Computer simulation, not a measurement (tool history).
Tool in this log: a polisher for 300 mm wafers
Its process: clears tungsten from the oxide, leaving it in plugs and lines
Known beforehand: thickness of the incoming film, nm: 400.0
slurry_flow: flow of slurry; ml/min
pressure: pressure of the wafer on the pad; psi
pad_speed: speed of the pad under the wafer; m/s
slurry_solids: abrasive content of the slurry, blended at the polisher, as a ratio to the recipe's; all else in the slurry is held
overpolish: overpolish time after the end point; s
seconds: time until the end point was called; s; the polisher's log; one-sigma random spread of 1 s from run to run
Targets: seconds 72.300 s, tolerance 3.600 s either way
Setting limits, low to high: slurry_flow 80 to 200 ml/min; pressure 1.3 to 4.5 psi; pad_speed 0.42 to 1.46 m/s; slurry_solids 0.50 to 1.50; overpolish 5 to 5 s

run	hour	slurry_flow	pressure	pad_speed	slurry_solids	overpolish	seconds
1	0.0	130	2.9	0.94	1.00	5	105.910
2	3.7	130	2.3	0.94	1.00	5	129.190
3	6.7	130	2.6	0.96	1.00	5	112.040
4	7.2	130	3.0	0.96	1.00	5	102.340
5	9.1	130	3.0	0.96	1.10	5	97.847
# hour 16.2: slurry blender recalibrated
6	16.2	155	3.0	0.96	1.10	5	88.681
7	21.2	160	3.1	0.96	1.10	5	84.576
8	27.9	165	3.1	0.96	1.10	5	85.857
9	29.8	170	3.2	0.96	1.10	5	82.272
10	32.0	175	3.3	0.96	1.10	5	80.552

Exactly one of the 4 candidate moves below puts every result within its allowed miss. Which one?
A	34.2	185	3.2	1.04	1.25	5	?
B	34.2	200	3.4	0.82	1.35	5	?
C	34.2	195	3.0	0.98	0.85	5	?
D	34.2	180	3.6	0.80	1.20	5	?

move	seconds
A	74.370
B	86.619
C	89.264
D	88.032
A: meets every target
B: misses by more than the last run did
C: misses by more than the last run did
D: misses by more than the last run did
The right move is A.
